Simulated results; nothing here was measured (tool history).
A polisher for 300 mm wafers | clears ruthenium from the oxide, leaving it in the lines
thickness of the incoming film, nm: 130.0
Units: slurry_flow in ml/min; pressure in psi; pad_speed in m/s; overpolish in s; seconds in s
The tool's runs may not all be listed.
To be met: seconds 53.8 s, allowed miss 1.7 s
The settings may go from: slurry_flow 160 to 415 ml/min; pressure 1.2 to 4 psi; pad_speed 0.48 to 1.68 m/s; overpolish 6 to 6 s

run,hour,slurry_flow,pressure,pad_speed,overpolish,seconds
1,0,265,2.6,1.08,6,77.384
2,1,325,2.6,1.08,6,74.265
3,6.8,330,2.8,1.08,6,68.742
4,8.3,335,2.9,1.08,6,65.796
5,12.7,385,2.9,1.08,6,66.041
6,13.4,355,2.9,1.08,6,65.381
7,14.1,355,3,1.08,6,64.517
8,18.1,355,3.1,1.08,6,61.782
9,22.6,355,3.2,1.08,6,60.41
10,26.3,355,3.3,1.08,6,58.124
11,30.4,355,3.4,1.08,6,56.787

Which of these 5 next moves meets every target?
A,34.5,375,3.7,1.12,6,?
B,34.5,325,3.6,1.16,6,?
C,34.5,360,3.3,1.18,6,?
D,34.5,345,3.7,1.14,6,?
E,34.5,375,4,1.02,6,?

move,seconds
A,50.786
B,51.246
C,54.554
D,50.368
E,50.801
A: takes the result that was furthest off past its target
B: takes the result that was furthest off past its target
C: meets every target
D: takes the result that was furthest off past its target
E: takes the result that was furthest off past its target
Move C is the one to make.
